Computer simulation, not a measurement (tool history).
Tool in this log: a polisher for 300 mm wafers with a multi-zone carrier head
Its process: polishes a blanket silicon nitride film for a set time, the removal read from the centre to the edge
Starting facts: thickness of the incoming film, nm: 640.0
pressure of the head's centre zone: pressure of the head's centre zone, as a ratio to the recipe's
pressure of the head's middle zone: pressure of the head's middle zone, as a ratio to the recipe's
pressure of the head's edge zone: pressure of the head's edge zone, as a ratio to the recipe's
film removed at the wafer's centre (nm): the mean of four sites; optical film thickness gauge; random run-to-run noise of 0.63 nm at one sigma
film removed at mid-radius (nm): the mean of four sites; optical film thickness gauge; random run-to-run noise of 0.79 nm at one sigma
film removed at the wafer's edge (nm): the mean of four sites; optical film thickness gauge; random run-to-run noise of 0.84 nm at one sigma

run,hour,flow of slurry (ml/min),pressure of the head's centre zone,pressure of the head's middle zone,pressure of the head's edge zone,polishing time (s),film removed at the wafer's centre (nm),film removed at mid-radius (nm),film removed at the wafer's edge (nm)
1,0,220,1,1,1,45,115.28,114.71,113.42
2,3.5,220,1,1,1,55,139.67,142.55,138.26
3,4.3,215,0.99,0.99,0.97,48,122.24,122.12,116.9
4,5.1,215,0.99,1.07,0.97,48,120.35,127.97,116.66
5,12.9,210,0.97,1.03,0.95,42,102.67,109.31,103.17
6,20.1,210,0.98,1.01,0.93,37,92.847,96.036,88.161
7,26.8,205,0.97,0.97,0.92,34,84.804,85.33,80.454
8,27.5,200,0.96,0.94,0.91,33,79.415,78.926,76.531
9,34,195,0.95,0.92,0.89,33,78.933,77.989,76.936
10,38.4,195,0.96,0.9,0.87,24,58.85,55.39,54.807
11,45.6,195,0.97,0.92,0.9,24,58.736,56.803,57.399
12,54,205,0.98,0.93,0.91,25,62.653,60.171,59.575
13,56.3,215,0.98,0.93,0.92,25,62.919,61.6,61.053
14,64.9,220,0.99,0.93,0.93,25,63.327,60.398,60.996
15,66.1,240,1.01,0.98,0.97,27,70.851,68.181,66.629
16,73.6,235,1.01,0.98,0.97,27,70.422,69.402,66.272

Expected results for the next run?
17,80.2,230,1.01,0.97,0.97,27,?,?,?

Run 17 gave film removed at the wafer's centre (nm) 69.175, film removed at mid-radius (nm) 67.926, film removed at the wafer's edge (nm) 66.331.
